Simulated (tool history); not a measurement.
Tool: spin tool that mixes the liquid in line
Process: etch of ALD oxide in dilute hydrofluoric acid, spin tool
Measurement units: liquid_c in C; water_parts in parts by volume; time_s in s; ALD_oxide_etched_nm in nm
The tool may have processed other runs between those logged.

run	hour	liquid_c	water_parts	time_s	ALD_oxide_etched_nm
1	0	21	285	80	6.3394
2	2.7	24	285	80	7.0431
3	9.9	23.5	300	80	6.56
4	15.6	23	315	80	5.9059
5	23	20	315	80	5.4165
6	29.4	20	215	80	8.587
7	30.5	19.5	235	80	7.5433
8	36.6	19.5	255	80	6.8925
9	39.8	19.5	270	80	6.4304
10	46.8	19.5	285	80	6.0439
11	53.8	19.5	300	80	5.6855
12	58.8	19.5	315	80	5.3085

Run 13, settings as shown, results not yet in. Your forecast:
13	59.8	19.5	325	80	?

Run 13 produced ALD_oxide_etched_nm 5.0971 nm.
